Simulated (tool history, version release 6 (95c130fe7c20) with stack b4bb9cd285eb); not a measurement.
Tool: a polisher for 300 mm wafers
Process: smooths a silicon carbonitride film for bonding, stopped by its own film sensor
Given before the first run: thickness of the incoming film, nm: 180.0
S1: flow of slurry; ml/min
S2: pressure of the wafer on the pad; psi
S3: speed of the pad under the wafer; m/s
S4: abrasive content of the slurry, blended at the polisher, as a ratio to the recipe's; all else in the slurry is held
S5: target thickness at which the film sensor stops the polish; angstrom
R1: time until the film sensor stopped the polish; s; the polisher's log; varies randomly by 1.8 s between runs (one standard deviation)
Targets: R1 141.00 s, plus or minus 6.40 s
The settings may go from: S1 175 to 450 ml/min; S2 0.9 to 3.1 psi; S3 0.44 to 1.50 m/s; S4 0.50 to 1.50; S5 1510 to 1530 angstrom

run	hour	S1	S2	S3	S4	S5	R1
1	0.0	290	2.0	0.96	1.00	1530	114.65
2	7.1	290	2.0	0.96	1.15	1530	106.62
3	9.1	290	1.9	0.96	1.15	1530	114.61
4	11.1	290	1.8	0.96	1.15	1530	119.24
5	19.2	290	1.7	0.96	1.15	1530	126.40
6	22.4	290	1.9	0.96	1.15	1530	114.96
7	29.2	290	1.8	0.96	1.15	1530	115.55
8	36.5	290	1.7	0.96	1.15	1530	126.00

Which single option among these 4 for the next run brings every result within its allowed miss of target? Just one does.
A	43.8	365	2.6	0.60	1.20	1520	?
B	43.8	300	1.4	1.02	1.20	1530	?
C	43.8	360	1.8	0.96	1.20	1510	?
D	43.8	315	1.9	0.86	1.10	1530	?

move	R1
A	125.95
B	142.65
C	126.12
D	127.69
A: about as far from the targets as the last run
B: every result lands within tolerance
C: about as far from the targets as the last run
D: gains on the last run, yet a result remains outside its allowed miss
So the answer is move B, the one that meets all the targets.
